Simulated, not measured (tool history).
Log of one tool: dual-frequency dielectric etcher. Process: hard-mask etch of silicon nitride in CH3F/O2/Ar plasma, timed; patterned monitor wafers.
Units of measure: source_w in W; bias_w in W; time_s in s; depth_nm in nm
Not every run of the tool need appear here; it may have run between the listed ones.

{"run": 1, "day": 0.0, "source_w": 450, "bias_w": 53, "time_s": 311.0, "depth_nm": 197.68}
{"run": 2, "day": 0.158, "source_w": 450, "bias_w": 53, "time_s": 311.0, "depth_nm": 198.53}
{"run": 3, "day": 0.392, "source_w": 420, "bias_w": 53, "time_s": 311.0, "depth_nm": 193.53}
{"run": 4, "day": 0.75, "source_w": 420, "bias_w": 53, "time_s": 324.5, "depth_nm": 200.3}
{"run": 5, "day": 0.929, "source_w": 390, "bias_w": 53, "time_s": 324.5, "depth_nm": 197.38}
{"run": 6, "day": 1.033, "source_w": 390, "bias_w": 57, "time_s": 324.5, "depth_nm": 204.47}

Run 7 has not been measured yet. What should we expect?
{"run": 7, "day": 1.408, "source_w": 370, "bias_w": 55, "time_s": 324.5, "depth_nm": "?"}

Run 7 came out at depth_nm 197.05 nm.

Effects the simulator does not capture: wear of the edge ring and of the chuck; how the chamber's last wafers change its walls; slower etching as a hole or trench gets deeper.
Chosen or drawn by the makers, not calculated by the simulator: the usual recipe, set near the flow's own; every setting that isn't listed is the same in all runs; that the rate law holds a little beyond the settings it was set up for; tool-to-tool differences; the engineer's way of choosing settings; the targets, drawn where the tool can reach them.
